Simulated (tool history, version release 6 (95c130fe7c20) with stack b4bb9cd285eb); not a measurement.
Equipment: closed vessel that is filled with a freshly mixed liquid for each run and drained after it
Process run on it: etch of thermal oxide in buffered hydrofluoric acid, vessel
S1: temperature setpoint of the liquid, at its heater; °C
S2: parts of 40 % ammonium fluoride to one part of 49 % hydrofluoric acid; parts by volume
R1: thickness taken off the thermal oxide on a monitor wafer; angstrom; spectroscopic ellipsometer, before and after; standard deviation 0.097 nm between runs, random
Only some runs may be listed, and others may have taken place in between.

run 1 hour=0.0 | S1=22.0 S2=13 time_in_the_liquid_(s)=35 | R1=313.82
run 2 hour=2.7 | S1=22.0 S2=13 time_in_the_liquid_(s)=30 | R1=269.20
run 3 hour=10.1 | S1=21.5 S2=13 time_in_the_liquid_(s)=30 | R1=261.75
run 4 hour=18.4 | S1=21.5 S2=13 time_in_the_liquid_(s)=30 | R1=262.91
run 5 hour=20.7 | S1=21.0 S2=13 time_in_the_liquid_(s)=30 | R1=255.22
run 6 hour=24.8 | S1=21.0 S2=13 time_in_the_liquid_(s)=35 | R1=298.06
run 7 hour=29.9 | S1=20.5 S2=13 time_in_the_liquid_(s)=35 | R1=289.35

Estimate the outcome of run 8 from the log above:
run 8 hour=34.6 | S1=20.0 S2=13 time_in_the_liquid_(s)=35 | R1=?

Run 8 yielded R1 282.37 angstrom.
